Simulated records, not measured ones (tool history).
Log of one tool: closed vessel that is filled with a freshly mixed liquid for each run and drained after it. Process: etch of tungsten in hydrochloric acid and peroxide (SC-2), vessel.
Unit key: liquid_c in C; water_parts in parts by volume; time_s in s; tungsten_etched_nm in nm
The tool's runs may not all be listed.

| run | hour | liquid_c | water_parts | time_s | tungsten_etched_nm |
|---|---|---|---|---|---|
| 1 | 0 | 60 | 8.5 | 30 | 12.588 |
| 2 | 8 | 57 | 8.5 | 30 | 10.426 |
| 3 | 15.2 | 55.5 | 8.5 | 30 | 9.5846 |
| 4 | 20.1 | 51 | 8.5 | 30 | 7.0258 |
| 5 | 27 | 51 | 5.5 | 30 | 9.8611 |
| 6 | 34.9 | 49.5 | 5.5 | 30 | 8.9012 |

What does the tool deliver on the next run?
| 7 | 43.5 | 48.5 | 5.5 | 30 | ? |

{"run 7": {"tungsten_etched_nm": 8.4664}}

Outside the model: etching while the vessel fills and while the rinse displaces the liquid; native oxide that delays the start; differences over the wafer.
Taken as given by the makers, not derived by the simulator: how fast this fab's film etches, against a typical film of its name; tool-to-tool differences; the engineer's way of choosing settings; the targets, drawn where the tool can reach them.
